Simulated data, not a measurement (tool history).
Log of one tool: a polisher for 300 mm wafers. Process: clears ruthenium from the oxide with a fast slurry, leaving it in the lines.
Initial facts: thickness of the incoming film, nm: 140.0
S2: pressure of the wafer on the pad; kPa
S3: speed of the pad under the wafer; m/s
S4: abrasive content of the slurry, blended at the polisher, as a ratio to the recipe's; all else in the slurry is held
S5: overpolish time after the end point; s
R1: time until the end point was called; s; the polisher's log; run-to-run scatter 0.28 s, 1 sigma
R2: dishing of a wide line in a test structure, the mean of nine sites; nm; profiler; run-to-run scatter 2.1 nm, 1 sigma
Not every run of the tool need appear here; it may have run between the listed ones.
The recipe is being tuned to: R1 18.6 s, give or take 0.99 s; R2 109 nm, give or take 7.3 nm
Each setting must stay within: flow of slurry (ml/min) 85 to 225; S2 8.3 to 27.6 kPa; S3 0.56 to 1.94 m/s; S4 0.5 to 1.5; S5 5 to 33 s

run 1 hour=0 | flow_of_slurry_(ml/min)=145 S2=17.9 S3=1.24 S4=1 S5=17 | R1=26.865 R2=62.945
run 2 hour=1.7 | flow_of_slurry_(ml/min)=145 S2=20 S3=1.26 S4=1 S5=19 | R1=23.449 R2=78.351
run 3 hour=9.6 | flow_of_slurry_(ml/min)=145 S2=21.4 S3=1.26 S4=1 S5=20 | R1=21.963 R2=80.441
run 4 hour=18 | flow_of_slurry_(ml/min)=145 S2=21.4 S3=1.26 S4=0.85 S5=20 | R1=23.342 R2=78.364
run 5 hour=23.8 | flow_of_slurry_(ml/min)=145 S2=22.8 S3=1.28 S4=0.85 S5=21 | R1=21.028 R2=86.627
run 6 hour=29.7 | flow_of_slurry_(ml/min)=145 S2=22.8 S3=1.28 S4=0.7 S5=21 | R1=23.882 R2=81.557
run 7 hour=37.9 | flow_of_slurry_(ml/min)=145 S2=24.1 S3=1.28 S4=0.7 S5=22 | R1=22.028 R2=85.931
run 8 hour=43.3 | flow_of_slurry_(ml/min)=145 S2=24.8 S3=1.3 S4=0.7 S5=23 | R1=21.357 R2=91.153
run 9 hour=46.8 | flow_of_slurry_(ml/min)=145 S2=25.5 S3=1.3 S4=0.7 S5=24 | R1=20.131 R2=93.624
run 10 hour=54 | flow_of_slurry_(ml/min)=145 S2=25.5 S3=1.32 S4=0.7 S5=25 | R1=19.566 R2=98.183
run 11 hour=55.3 | flow_of_slurry_(ml/min)=145 S2=25.5 S3=1.32 S4=0.7 S5=26 | R1=20.352 R2=98.719
run 12 hour=63.2 | flow_of_slurry_(ml/min)=145 S2=26.2 S3=1.32 S4=0.7 S5=27 | R1=20.053 R2=102.87

5 candidate next runs follow, results not yet known. Just one meets every target within its allowed miss. Identify it.
run A hour=71.1 | flow_of_slurry_(ml/min)=150 S2=26.9 S3=1.04 S4=0.9 S5=31 | R1=? R2=?
run B hour=71.1 | flow_of_slurry_(ml/min)=170 S2=24.8 S3=1.24 S4=0.7 S5=28 | R1=? R2=?
run C hour=71.1 | flow_of_slurry_(ml/min)=175 S2=19.3 S3=1.52 S4=0.75 S5=22 | R1=? R2=?
run D hour=71.1 | flow_of_slurry_(ml/min)=120 S2=27.6 S3=1.28 S4=0.85 S5=20 | R1=? R2=?
run E hour=71.1 | flow_of_slurry_(ml/min)=165 S2=26.9 S3=1.36 S4=0.7 S5=30 | R1=? R2=?

move=A R1=21.242 R2=106.58
move=B R1=20.883 R2=102.12
move=C R1=21.207 R2=88.329
move=D R1=18.17 R2=91.521
move=E R1=17.74 R2=114.05
A: further off than the last run
B: further off than the last run
C: further off than the last run
D: gets the furthest-off result to its target, but another result is out of tolerance
E: all results in spec
Correct choice: E, which meets every target

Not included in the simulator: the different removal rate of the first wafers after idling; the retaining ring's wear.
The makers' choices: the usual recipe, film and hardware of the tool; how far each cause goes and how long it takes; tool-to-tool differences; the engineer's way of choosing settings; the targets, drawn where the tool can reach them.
